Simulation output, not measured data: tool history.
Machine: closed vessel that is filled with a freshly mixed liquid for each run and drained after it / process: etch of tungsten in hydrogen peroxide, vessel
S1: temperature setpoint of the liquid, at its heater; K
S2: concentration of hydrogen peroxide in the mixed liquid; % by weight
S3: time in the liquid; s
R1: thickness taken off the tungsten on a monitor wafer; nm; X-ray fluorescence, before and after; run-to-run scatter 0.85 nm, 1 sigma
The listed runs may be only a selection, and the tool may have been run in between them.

run    day      S1    S2  S3      R1
  1  0.000  327.15  16.0  30  62.284
  2  0.038  328.15  16.0  30  66.245
  3  0.283  324.65  16.0  30  53.356
  4  0.558  326.15  16.0  30  57.658
  5  0.638  326.15  18.5  30  63.138
  6  0.908  327.15  18.5  30  66.782
  7  1.171  328.15  18.5  30  70.684
  8  1.396  329.15  18.5  30  74.502
  9  1.771  330.15  18.5  30  80.800

The next listed run, before its measurement:
 10  2.142  330.65  18.5  30   ?

Run 10 yielded R1 81.987 nm.
